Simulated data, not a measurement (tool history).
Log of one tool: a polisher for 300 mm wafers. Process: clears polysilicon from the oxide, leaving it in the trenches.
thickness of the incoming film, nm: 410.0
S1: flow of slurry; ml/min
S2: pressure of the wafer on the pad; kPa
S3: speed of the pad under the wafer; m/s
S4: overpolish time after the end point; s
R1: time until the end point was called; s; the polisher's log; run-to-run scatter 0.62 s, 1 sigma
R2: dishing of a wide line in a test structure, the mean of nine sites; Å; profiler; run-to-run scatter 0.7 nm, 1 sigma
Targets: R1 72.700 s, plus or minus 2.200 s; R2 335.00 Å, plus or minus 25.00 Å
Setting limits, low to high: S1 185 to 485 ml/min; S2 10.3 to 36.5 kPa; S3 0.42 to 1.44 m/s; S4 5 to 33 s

{"run": 1, "hour": 0.0, "S1": 310, "S2": 23.4, "S3": 0.92, "S4": 17, "R1": 29.686, "R2": 390.72}
{"run": 2, "hour": 5.9, "S1": 310, "S2": 22.1, "S3": 0.88, "S4": 16, "R1": 32.61, "R2": 377.73}
{"run": 3, "hour": 9.2, "S1": 310, "S2": 20.7, "S3": 0.86, "S4": 16, "R1": 35.275, "R2": 383.96}
{"run": 4, "hour": 11.2, "S1": 310, "S2": 20.0, "S3": 0.84, "S4": 15, "R1": 37.389, "R2": 368.45}
{"run": 5, "hour": 18.5, "S1": 310, "S2": 19.3, "S3": 0.82, "S4": 15, "R1": 39.564, "R2": 376.75}
{"run": 6, "hour": 25.9, "S1": 310, "S2": 19.3, "S3": 0.68, "S4": 15, "R1": 47.441, "R2": 365.69}
{"run": 7, "hour": 27.8, "S1": 310, "S2": 18.6, "S3": 0.68, "S4": 14, "R1": 49.369, "R2": 376.97}
{"run": 8, "hour": 29.7, "S1": 310, "S2": 17.9, "S3": 0.68, "S4": 15, "R1": 51.761, "R2": 361.05}
{"run": 9, "hour": 33.1, "S1": 310, "S2": 17.2, "S3": 0.68, "S4": 15, "R1": 53.192, "R2": 367.98}
{"run": 10, "hour": 40.7, "S1": 305, "S2": 10.3, "S3": 0.62, "S4": 7, "R1": 95.039, "R2": 205.48}
{"run": 11, "hour": 46.8, "S1": 290, "S2": 14.5, "S3": 0.56, "S4": 15, "R1": 76.44, "R2": 327.5}
{"run": 12, "hour": 53.1, "S1": 295, "S2": 14.5, "S3": 0.56, "S4": 15, "R1": 75.932, "R2": 328.23}
{"run": 13, "hour": 59.6, "S1": 300, "S2": 14.5, "S3": 0.56, "S4": 15, "R1": 75.375, "R2": 323.89}
{"run": 14, "hour": 61.4, "S1": 305, "S2": 14.5, "S3": 0.56, "S4": 15, "R1": 76.042, "R2": 339.47}
{"run": 15, "hour": 62.9, "S1": 315, "S2": 14.5, "S3": 0.56, "S4": 14, "R1": 76.231, "R2": 313.8}

Exercise: of the 4 proposed moves below, exactly one satisfies all targets within the stated allowed misses. Which move is it?
{"run": "A", "hour": 64.4, "S1": 420, "S2": 13.8, "S3": 0.6, "S4": 15, "R1": "?", "R2": "?"}
{"run": "B", "hour": 64.4, "S1": 330, "S2": 15.9, "S3": 0.5, "S4": 19, "R1": "?", "R2": "?"}
{"run": "C", "hour": 64.4, "S1": 330, "S2": 10.3, "S3": 0.82, "S4": 9, "R1": "?", "R2": "?"}
{"run": "D", "hour": 64.4, "S1": 325, "S2": 16.5, "S3": 0.48, "S4": 15, "R1": "?", "R2": "?"}

move=A R1=72.713 R2=339.98
move=B R1=77.060 R2=356.04
move=C R1=71.918 R2=278.81
move=D R1=76.994 R2=334.07
A: hits every target within its allowed miss
B: further off than the last run
C: brings the last run's worst result on target, with another outside its allowed miss
D: further off than the last run
So the answer is move A, the one that meets all the targets.

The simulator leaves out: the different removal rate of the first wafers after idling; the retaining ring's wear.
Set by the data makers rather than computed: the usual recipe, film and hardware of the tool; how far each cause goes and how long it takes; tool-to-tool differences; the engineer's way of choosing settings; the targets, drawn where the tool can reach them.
